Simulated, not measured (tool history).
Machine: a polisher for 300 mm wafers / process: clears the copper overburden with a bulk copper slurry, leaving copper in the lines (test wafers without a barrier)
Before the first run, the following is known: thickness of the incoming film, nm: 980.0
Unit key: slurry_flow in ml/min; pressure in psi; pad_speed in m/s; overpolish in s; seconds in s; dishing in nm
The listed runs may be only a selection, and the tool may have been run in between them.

Run 1, hour 0.0: slurry_flow 260 ml/min, pressure 1.7 psi, pad_speed 1.42 m/s, slurry_solids 1.0, overpolish 12 s. Result: seconds 108.58 s, dishing 52.729 nm.
Run 2, hour 7.5: slurry_flow 260 ml/min, pressure 1.7 psi, pad_speed 1.42 m/s, slurry_solids 1.0, overpolish 14 s. Result: seconds 106.73 s, dishing 55.147 nm.
Run 3, hour 9.3: slurry_flow 260 ml/min, pressure 1.7 psi, pad_speed 1.42 m/s, slurry_solids 1.0, overpolish 18 s. Result: seconds 108.95 s, dishing 64.382 nm.
Run 4, hour 17.6: slurry_flow 265 ml/min, pressure 1.4 psi, pad_speed 1.62 m/s, slurry_solids 1.0, overpolish 13 s. Result: seconds 111.78 s, dishing 51.032 nm.
Run 5, hour 24.5: slurry_flow 230 ml/min, pressure 1.4 psi, pad_speed 1.62 m/s, slurry_solids 1.0, overpolish 13 s. Result: seconds 109.70 s, dishing 51.116 nm.
Run 6, hour 25.8: slurry_flow 205 ml/min, pressure 1.2 psi, pad_speed 1.78 m/s, slurry_solids 1.0, overpolish 10 s. Result: seconds 112.14 s, dishing 40.380 nm.

Expected results for the next run?
Run 7, hour 34.8: slurry_flow 200 ml/min, pressure 1.2 psi, pad_speed 1.80 m/s, slurry_solids 1.0, overpolish 8 s. Result: seconds ?, dishing ?.

{"run 7": {"seconds": 115.33, "dishing": 35.159}}
